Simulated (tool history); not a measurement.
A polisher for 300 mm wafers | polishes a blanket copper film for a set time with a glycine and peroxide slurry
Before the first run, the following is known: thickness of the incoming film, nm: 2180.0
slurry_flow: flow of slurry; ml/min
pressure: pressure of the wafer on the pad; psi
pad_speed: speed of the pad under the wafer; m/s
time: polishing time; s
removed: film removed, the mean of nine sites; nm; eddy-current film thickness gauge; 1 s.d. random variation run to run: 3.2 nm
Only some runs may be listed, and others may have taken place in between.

run 1 day=0 | slurry_flow=175 pressure=2.5 pad_speed=1.14 time=24 | removed=157.24
run 2 day=0.092 | slurry_flow=175 pressure=2.6 pad_speed=1.14 time=24 | removed=156.41
run 3 day=0.275 | slurry_flow=175 pressure=2.8 pad_speed=1.16 time=24 | removed=168.1
run 4 day=0.333 | slurry_flow=175 pressure=2.8 pad_speed=1.32 time=24 | removed=182.44
-- day=0.604 head pressure recalibrated
run 5 day=0.604 | slurry_flow=175 pressure=2.9 pad_speed=1.32 time=24 | removed=184.63
run 6 day=0.958 | slurry_flow=175 pressure=3 pad_speed=1.32 time=24 | removed=188.79
run 7 day=1.054 | slurry_flow=175 pressure=3.1 pad_speed=1.32 time=24 | removed=194.89

Estimate the outcome of run 8 from the log above:
run 8 day=1.283 | slurry_flow=175 pressure=3.1 pad_speed=1.32 time=24 | removed=?

Run 8 yielded removed 189.79 nm.
